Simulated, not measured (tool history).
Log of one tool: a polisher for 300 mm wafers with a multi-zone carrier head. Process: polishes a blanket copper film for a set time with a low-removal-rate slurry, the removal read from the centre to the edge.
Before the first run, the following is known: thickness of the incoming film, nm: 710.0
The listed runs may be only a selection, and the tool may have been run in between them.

| run | hour | flow of slurry (ml/min) | pressure of the head's centre zone | pressure of the head's middle zone | pressure of the head's edge zone | abrasive content of the slurry | polishing time (s) | film removed at the wafer's centre (angstrom) | film removed at mid-radius (angstrom) | film removed at the wafer's edge (angstrom) |
|---|---|---|---|---|---|---|---|---|---|---|
| 1 | 0.0 | 130 | 1.00 | 1.00 | 1.00 | 1.00 | 56 | 1541.4 | 1519.3 | 1563.2 |
| 2 | 2.8 | 130 | 1.00 | 0.92 | 1.00 | 1.00 | 56 | 1537.3 | 1429.3 | 1584.4 |
| 3 | 11.5 | 120 | 0.97 | 0.92 | 0.98 | 0.95 | 56 | 1469.6 | 1380.0 | 1522.2 |
| 4 | 18.1 | 150 | 0.97 | 0.92 | 0.98 | 0.95 | 56 | 1484.6 | 1444.4 | 1559.9 |
| 5 | 22.5 | 150 | 0.97 | 0.92 | 0.92 | 0.95 | 56 | 1476.7 | 1425.2 | 1516.5 |
| 6 | 29.9 | 150 | 0.97 | 0.88 | 0.92 | 0.95 | 56 | 1494.8 | 1389.5 | 1528.4 |
| 7 | 35.3 | 150 | 0.97 | 0.88 | 0.92 | 0.95 | 56 | 1499.1 | 1409.0 | 1517.8 |
| 8 | 37.8 | 140 | 0.93 | 0.88 | 0.91 | 0.90 | 56 | 1413.4 | 1363.5 | 1462.6 |
| 9 | 41.7 | 135 | 0.90 | 0.88 | 0.93 | 0.85 | 56 | 1340.4 | 1326.8 | 1454.1 |
| 10 | 48.1 | 130 | 0.88 | 0.88 | 0.93 | 0.85 | 56 | 1270.5 | 1318.2 | 1444.4 |
| 11 | 55.1 | 125 | 0.87 | 0.88 | 0.92 | 0.85 | 56 | 1272.2 | 1299.8 | 1433.4 |

Expected results for the next run?
| 12 | 58.4 | 120 | 0.86 | 0.88 | 0.91 | 0.85 | 56 | ? | ? | ? |

Run 12 yielded film removed at the wafer's centre (angstrom) 1233.8, film removed at mid-radius (angstrom) 1305.0, film removed at the wafer's edge (angstrom) 1413.0.
